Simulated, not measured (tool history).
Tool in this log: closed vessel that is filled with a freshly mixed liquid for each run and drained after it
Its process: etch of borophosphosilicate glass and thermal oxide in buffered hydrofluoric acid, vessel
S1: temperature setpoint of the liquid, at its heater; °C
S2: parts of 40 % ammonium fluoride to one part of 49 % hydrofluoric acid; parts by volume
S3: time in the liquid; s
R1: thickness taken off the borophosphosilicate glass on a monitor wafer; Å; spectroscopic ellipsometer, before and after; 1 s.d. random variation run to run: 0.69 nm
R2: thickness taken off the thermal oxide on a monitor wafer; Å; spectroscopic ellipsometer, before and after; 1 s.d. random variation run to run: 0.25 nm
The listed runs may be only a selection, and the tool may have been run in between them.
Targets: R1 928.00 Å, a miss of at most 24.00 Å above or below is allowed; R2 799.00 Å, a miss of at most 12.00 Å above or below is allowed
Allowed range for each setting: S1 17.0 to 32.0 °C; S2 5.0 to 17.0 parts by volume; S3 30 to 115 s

run,hour,S1,S2,S3,R1,R2
1,0.0,24.0,10.5,60,789.99,682.99
2,8.6,21.5,10.5,60,688.14,596.77
3,15.2,20.0,10.5,60,639.73,550.57
4,21.1,22.0,10.5,60,716.95,615.04
5,21.8,24.0,10.5,60,798.77,687.83
6,28.3,25.0,10.5,60,826.56,723.56
7,32.3,25.5,10.5,60,871.68,744.14
8,35.6,26.0,10.5,60,891.74,764.00
9,39.5,26.5,10.5,60,899.60,777.64

Which single option among these 4 for the next run brings every result within its allowed miss of target? Just one does.
A,43.4,26.5,12.5,70,?,?
B,43.4,32.0,17.0,70,?,?
C,43.4,25.0,9.5,60,?,?
D,43.4,17.0,5.0,50,?,?

move,R1,R2
A,903.44,771.22
B,890.46,762.86
C,935.91,796.99
D,915.11,766.23
A: further off than the last run
B: further off than the last run
C: in spec on every target
D: further off than the last run
C is the move that brings every result within its allowed miss.

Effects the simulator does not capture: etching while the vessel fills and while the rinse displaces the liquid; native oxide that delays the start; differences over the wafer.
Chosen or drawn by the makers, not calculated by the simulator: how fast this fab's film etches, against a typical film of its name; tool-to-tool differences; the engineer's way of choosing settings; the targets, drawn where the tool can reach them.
